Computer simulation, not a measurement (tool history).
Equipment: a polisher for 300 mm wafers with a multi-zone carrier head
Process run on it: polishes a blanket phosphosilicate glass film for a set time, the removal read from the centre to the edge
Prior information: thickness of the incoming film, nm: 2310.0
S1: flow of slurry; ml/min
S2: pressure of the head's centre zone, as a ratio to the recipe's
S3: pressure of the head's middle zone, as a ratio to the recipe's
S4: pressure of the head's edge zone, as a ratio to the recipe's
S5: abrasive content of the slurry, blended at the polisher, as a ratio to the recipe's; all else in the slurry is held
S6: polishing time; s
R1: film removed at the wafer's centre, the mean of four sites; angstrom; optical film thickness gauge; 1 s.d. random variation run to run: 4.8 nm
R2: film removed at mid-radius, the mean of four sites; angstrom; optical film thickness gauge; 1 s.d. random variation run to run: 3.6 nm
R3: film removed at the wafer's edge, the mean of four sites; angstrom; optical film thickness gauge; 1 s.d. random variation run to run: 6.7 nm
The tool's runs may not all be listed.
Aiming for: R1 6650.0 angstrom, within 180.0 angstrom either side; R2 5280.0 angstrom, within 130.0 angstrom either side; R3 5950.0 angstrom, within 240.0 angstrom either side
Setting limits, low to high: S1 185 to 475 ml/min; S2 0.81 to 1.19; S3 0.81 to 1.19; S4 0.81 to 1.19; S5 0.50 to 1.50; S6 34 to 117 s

Run 1, hour 0.0: S1 305 ml/min, S2 1.00, S3 1.00, S4 1.00, S5 1.00, S6 75 s. Result: R1 6736.8 angstrom, R2 6589.8 angstrom, R3 6939.2 angstrom.
Run 2, hour 2.1: S1 305 ml/min, S2 1.00, S3 1.00, S4 1.00, S5 0.90, S6 75 s. Result: R1 6473.8 angstrom, R2 6411.3 angstrom, R3 6619.4 angstrom.
Run 3, hour 8.8: S1 305 ml/min, S2 1.00, S3 0.95, S4 1.00, S5 0.90, S6 75 s. Result: R1 6477.4 angstrom, R2 6170.6 angstrom, R3 6619.0 angstrom.
Run 4, hour 9.5: S1 300 ml/min, S2 1.02, S3 0.92, S4 0.98, S5 0.90, S6 75 s. Result: R1 6486.7 angstrom, R2 6056.6 angstrom, R3 6551.4 angstrom.
Run 5, hour 14.0: S1 300 ml/min, S2 1.02, S3 0.92, S4 0.98, S5 1.05, S6 75 s. Result: R1 6972.4 angstrom, R2 6361.5 angstrom, R3 6807.3 angstrom.
Run 6, hour 20.8: S1 300 ml/min, S2 1.02, S3 0.92, S4 0.98, S5 0.85, S6 75 s. Result: R1 6375.4 angstrom, R2 5876.9 angstrom, R3 6359.6 angstrom.
Run 7, hour 23.0: S1 295 ml/min, S2 1.04, S3 0.90, S4 0.97, S5 0.85, S6 75 s. Result: R1 6432.6 angstrom, R2 5807.9 angstrom, R3 6366.6 angstrom.
Run 8, hour 30.3: S1 290 ml/min, S2 1.06, S3 0.88, S4 0.96, S5 0.85, S6 75 s. Result: R1 6513.6 angstrom, R2 5768.9 angstrom, R3 6319.3 angstrom.
Run 9, hour 31.3: S1 290 ml/min, S2 1.08, S3 0.87, S4 0.96, S5 0.85, S6 75 s. Result: R1 6727.8 angstrom, R2 5711.5 angstrom, R3 6293.8 angstrom.
At hour 33.0: worn pad replaced by a new one.
Run 10, hour 33.0: S1 285 ml/min, S2 1.09, S3 0.86, S4 0.95, S5 0.85, S6 75 s. Result: R1 7850.0 angstrom, R2 6513.5 angstrom, R3 7323.2 angstrom.
Run 11, hour 34.4: S1 325 ml/min, S2 1.09, S3 0.85, S4 0.96, S5 0.85, S6 75 s. Result: R1 7880.4 angstrom, R2 6616.0 angstrom, R3 7259.3 angstrom.
Run 12, hour 41.1: S1 305 ml/min, S2 1.10, S3 0.84, S4 0.94, S5 0.85, S6 75 s. Result: R1 8036.7 angstrom, R2 6477.8 angstrom, R3 7310.7 angstrom.

Exactly one of the 5 candidate moves below puts every result within its allowed miss. Which one?
Run A, hour 47.8: S1 320 ml/min, S2 1.14, S3 0.95, S4 0.92, S5 0.85, S6 59 s. Result: R1 ?, R2 ?, R3 ?.
Run B, hour 47.8: S1 355 ml/min, S2 1.19, S3 1.12, S4 0.84, S5 0.70, S6 62 s. Result: R1 ?, R2 ?, R3 ?.
Run C, hour 47.8: S1 365 ml/min, S2 1.19, S3 0.92, S4 0.94, S5 0.55, S6 66 s. Result: R1 ?, R2 ?, R3 ?.
Run D, hour 47.8: S1 265 ml/min, S2 1.11, S3 0.81, S4 0.91, S5 0.75, S6 67 s. Result: R1 ?, R2 ?, R3 ?.
Run E, hour 47.8: S1 250 ml/min, S2 0.97, S3 0.90, S4 1.00, S5 0.50, S6 81 s. Result: R1 ?, R2 ?, R3 ?.

move      R1      R2      R3
   A  6446.7  5538.8  5560.4
   B  6522.6  5914.7  5140.8
   C  6144.3  4956.1  5108.2
   D  6560.0  5308.8  5836.4
   E  5573.7  5483.8  5946.9
A: gains on the last run, yet a result remains outside its allowed miss
B: gains on the last run, yet a result remains outside its allowed miss
C: takes the biggest miss from the last run beyond its target
D: all results in spec
E: gains on the last run, yet a result remains outside its allowed miss
The right move is D.
